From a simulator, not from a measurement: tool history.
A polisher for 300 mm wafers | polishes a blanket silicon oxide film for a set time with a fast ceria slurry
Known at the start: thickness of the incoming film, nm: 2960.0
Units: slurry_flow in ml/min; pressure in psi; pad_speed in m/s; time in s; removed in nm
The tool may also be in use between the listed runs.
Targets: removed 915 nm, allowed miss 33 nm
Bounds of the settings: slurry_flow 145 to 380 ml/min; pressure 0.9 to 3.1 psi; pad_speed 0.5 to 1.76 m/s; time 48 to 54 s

run  hour  slurry_flow  pressure  pad_speed  time  removed
  1     0          245         2       1.12    54   580.27
  2   8.5          245       2.4       1.12    54   705.69
  3  10.4          245       2.5       1.12    54   734.11
  4  11.2          245       2.5       1.12    48   636.12
  5  14.8          245       2.8       1.12    48   720.72
  6  20.3          245       2.8       1.12    54   813.25
  7  24.4          245       2.9       1.12    54   852.29
  8  27.1          245         3       1.12    54   862.66

Which of these 4 next moves meets every target?
  A  29.8          230       2.6       1.22    53        ?
  B  29.8          175       2.7       1.22    54        ?
  C  29.8          225       3.1       1.18    53        ?
  D  29.8          190       3.1       1.06    53        ?

move  removed
   A   796.58
   B    807.6
   C    913.4
   D   802.92
A: further off than the last run
B: further off than the last run
C: meets every target
D: further off than the last run
The right move is C.
